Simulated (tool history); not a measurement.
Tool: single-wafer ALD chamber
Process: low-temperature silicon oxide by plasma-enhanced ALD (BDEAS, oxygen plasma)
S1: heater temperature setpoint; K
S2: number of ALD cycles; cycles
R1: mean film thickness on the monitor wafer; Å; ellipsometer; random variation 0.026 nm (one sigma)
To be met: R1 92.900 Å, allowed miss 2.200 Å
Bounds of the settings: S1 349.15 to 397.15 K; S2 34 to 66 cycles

run	hour	S1	S2	R1
1	0.0	373.15	50	71.767
2	7.7	372.15	52	74.717
3	13.6	372.15	46	66.082
4	17.8	371.15	49	70.450
5	25.8	371.15	43	61.897
# hour 31.5: thermocouple changed; heater temperature recalibrated
6	31.5	371.15	50	72.398
7	38.5	371.15	50	72.952
8	39.8	368.15	51	75.287
9	48.7	365.15	52	77.013

4 next moves are on the table. One of them brings every result within its allowed miss. Which?
A	57.6	362.15	62	?
B	57.6	365.15	49	?
C	57.6	361.15	66	?
D	57.6	362.15	65	?

move	R1
A	92.674
B	72.568
C	98.956
D	97.158
A: meets every target
B: further off than the last run
C: takes the result that was furthest off past its target
D: takes the result that was furthest off past its target
Answer: A
